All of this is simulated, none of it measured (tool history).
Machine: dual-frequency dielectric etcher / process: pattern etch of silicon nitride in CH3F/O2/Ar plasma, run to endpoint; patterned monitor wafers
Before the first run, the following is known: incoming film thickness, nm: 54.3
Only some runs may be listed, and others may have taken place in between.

run 1 hour=0 | source_power_(W)=490 bias_power_(W)=84 | endpoint_time_(s)=68.736
run 2 hour=5.7 | source_power_(W)=470 bias_power_(W)=83 | endpoint_time_(s)=70.611
run 3 hour=9.2 | source_power_(W)=410 bias_power_(W)=83 | endpoint_time_(s)=72.703
run 4 hour=17 | source_power_(W)=400 bias_power_(W)=82 | endpoint_time_(s)=74.233
run 5 hour=20.2 | source_power_(W)=470 bias_power_(W)=82 | endpoint_time_(s)=70.51
run 6 hour=27.6 | source_power_(W)=400 bias_power_(W)=82 | endpoint_time_(s)=73.312
run 7 hour=30 | source_power_(W)=390 bias_power_(W)=80 | endpoint_time_(s)=74.999
run 8 hour=32.7 | source_power_(W)=380 bias_power_(W)=79 | endpoint_time_(s)=75.817

Run 9 comes next. What will it give?
run 9 hour=35.7 | source_power_(W)=370 bias_power_(W)=78 | endpoint_time_(s)=?

endpoint time (s): 76.689
